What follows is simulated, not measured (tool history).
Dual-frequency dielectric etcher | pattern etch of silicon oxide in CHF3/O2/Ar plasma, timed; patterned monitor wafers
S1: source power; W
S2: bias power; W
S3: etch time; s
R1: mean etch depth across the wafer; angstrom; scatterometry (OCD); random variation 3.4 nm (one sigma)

run  hour   S1   S2   S3      R1
  1   0.0  690  178  263  6344.5
  2   1.7  730  180  263  6498.4
  3   5.0  730  157  263  6292.3
  4   5.9  730  180  263  6500.6
  5   6.6  760  182  263  6701.2
     10.4  -- source power generator calibrated
  6  10.4  710  182  263  6367.6

Forecast run 7:
  7  11.5  850  186  263   ?

R1: 6908.3 angstrom
